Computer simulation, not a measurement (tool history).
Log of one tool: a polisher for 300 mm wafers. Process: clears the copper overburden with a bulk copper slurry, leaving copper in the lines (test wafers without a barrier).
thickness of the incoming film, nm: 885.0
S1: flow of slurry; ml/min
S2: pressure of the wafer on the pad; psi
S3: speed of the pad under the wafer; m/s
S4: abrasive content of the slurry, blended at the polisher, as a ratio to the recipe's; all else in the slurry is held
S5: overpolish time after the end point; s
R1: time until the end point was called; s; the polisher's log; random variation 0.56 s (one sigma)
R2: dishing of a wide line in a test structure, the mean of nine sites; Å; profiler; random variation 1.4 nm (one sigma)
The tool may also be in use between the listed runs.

run	hour	S1	S2	S3	S4	S5	R1	R2
1	0	155	2.6	1.3	1	10	68.275	869.93
2	0.8	155	2.7	1.34	1	9	65.174	850.49
3	3.8	160	2.7	1.4	1.05	8	61.45	795.83
4	11.6	160	2.7	1.4	0.9	8	62.521	819.28
5	14.8	160	2.7	1.64	0.9	8	53.162	863.21
6	21.3	135	2.7	1.64	0.9	8	55.27	900.75
7	26.2	150	2.7	1.66	0.9	7	52.849	793.31
8	32.9	155	2.7	1.68	0.9	6	52.157	721.64
9	34.9	160	2.7	1.68	0.9	6	52.566	727.88
10	35.9	165	2.8	1.7	0.9	6	50.087	750.71
11	36.7	170	2.8	1.72	0.9	6	48.723	756.61
12	39.3	175	2.8	1.72	0.9	6	48.826	760.55
13	40.9	180	2.8	1.74	0.9	6	48.747	753.3
14	49	180	2.8	1.76	0.9	6	48.195	809.18
15	51.9	175	2.8	1.76	0.9	6	47.754	793.67
16	54.7	175	2.8	1.78	0.9	6	47.971	823.97

Forecast run 17:
17	57.2	170	2.9	1.78	0.85	6	?	?

R1: 45.316 s
R2: 792.57 Å
